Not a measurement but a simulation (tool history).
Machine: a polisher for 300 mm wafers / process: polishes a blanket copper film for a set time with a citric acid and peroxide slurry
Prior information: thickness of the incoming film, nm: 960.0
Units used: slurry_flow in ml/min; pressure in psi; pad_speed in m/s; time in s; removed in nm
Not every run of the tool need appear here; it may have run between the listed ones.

run  hour  slurry_flow  pressure  pad_speed  slurry_solids  time  removed
  1   0.0          165       3.7       0.86           1.00    38   78.811
  2   3.5          165       4.1       0.86           1.00    38   85.877
  3  11.9          165       4.1       0.86           1.15    38   88.824
  4  15.1          165       4.1       0.86           1.05    38   87.724
  5  23.1          170       4.2       0.86           1.05    38   90.011
  6  25.5          175       4.3       0.86           1.05    38   92.529

What will run 7 give?
  7  32.5          180       4.4       0.86           1.05    38        ?

removed: 94.757 nm
